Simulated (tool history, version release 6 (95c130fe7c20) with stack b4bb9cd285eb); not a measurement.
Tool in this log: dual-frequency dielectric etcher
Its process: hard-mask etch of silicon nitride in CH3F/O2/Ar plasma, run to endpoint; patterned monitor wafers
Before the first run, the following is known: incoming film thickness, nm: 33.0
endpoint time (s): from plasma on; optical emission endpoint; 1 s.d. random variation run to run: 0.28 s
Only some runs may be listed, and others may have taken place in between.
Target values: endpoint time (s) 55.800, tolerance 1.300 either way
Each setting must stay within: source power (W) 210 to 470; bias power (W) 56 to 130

Run 1, hour 0.0: source power (W) 340, bias power (W) 93. Result: endpoint time (s) 46.916.
Run 2, hour 0.5: source power (W) 310, bias power (W) 89. Result: endpoint time (s) 50.124.
Run 3, hour 6.7: source power (W) 310, bias power (W) 74. Result: endpoint time (s) 53.437.
Run 4, hour 13.9: source power (W) 360, bias power (W) 74. Result: endpoint time (s) 49.676.
Run 5, hour 15.6: source power (W) 360, bias power (W) 68. Result: endpoint time (s) 50.528.
Run 6, hour 20.5: source power (W) 360, bias power (W) 79. Result: endpoint time (s) 48.461.
At hour 23.4: wet clean of the chamber.
Run 7, hour 23.4: source power (W) 340, bias power (W) 78. Result: endpoint time (s) 51.427.
Run 8, hour 25.0: source power (W) 330, bias power (W) 77. Result: endpoint time (s) 52.386.

Which one of the following 5 next-run settings gets every result inside its allowed miss? There is exactly one.
Run A, hour 26.6: source power (W) 300, bias power (W) 74. Result: endpoint time (s) ?.
Run B, hour 26.6: source power (W) 330, bias power (W) 95. Result: endpoint time (s) ?.
Run C, hour 26.6: source power (W) 370, bias power (W) 63. Result: endpoint time (s) ?.
Run D, hour 26.6: source power (W) 350, bias power (W) 83. Result: endpoint time (s) ?.
Run E, hour 26.6: source power (W) 360, bias power (W) 91. Result: endpoint time (s) ?.

move  endpoint time (s)
   A             55.918
   B             48.762
   C             52.665
   D             49.543
   E             47.320
A: all results land within tolerance of their targets
B: moves away from the targets compared with the last run
C: an improvement on the last run, though not all results are within tolerance
D: moves away from the targets compared with the last run
E: moves away from the targets compared with the last run
A is the move that brings every result within its allowed miss.
